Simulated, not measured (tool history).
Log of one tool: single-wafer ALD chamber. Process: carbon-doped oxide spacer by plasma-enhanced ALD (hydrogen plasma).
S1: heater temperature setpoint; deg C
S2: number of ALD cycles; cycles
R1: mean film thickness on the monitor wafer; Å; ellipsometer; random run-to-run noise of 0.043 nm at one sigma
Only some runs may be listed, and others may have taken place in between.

run 1 day=0.000 | S1=390 S2=184 | R1=97.161
run 2 day=0.179 | S1=390 S2=193 | R1=101.970
run 3 day=0.500 | S1=390 S2=168 | R1=88.856
run 4 day=0.642 | S1=390 S2=147 | R1=78.018
run 5 day=0.967 | S1=390 S2=163 | R1=86.465
run 6 day=1.125 | S1=390 S2=176 | R1=92.662
run 7 day=1.183 | S1=390 S2=186 | R1=98.571
run 8 day=1.450 | S1=390 S2=186 | R1=98.913
run 9 day=1.621 | S1=390 S2=193 | R1=101.980
run 10 day=1.892 | S1=390 S2=200 | R1=106.190

The next listed run, before its measurement:
run 11 day=1.958 | S1=390 S2=205 | R1=?

{"run 11": {"R1": 108.61}}

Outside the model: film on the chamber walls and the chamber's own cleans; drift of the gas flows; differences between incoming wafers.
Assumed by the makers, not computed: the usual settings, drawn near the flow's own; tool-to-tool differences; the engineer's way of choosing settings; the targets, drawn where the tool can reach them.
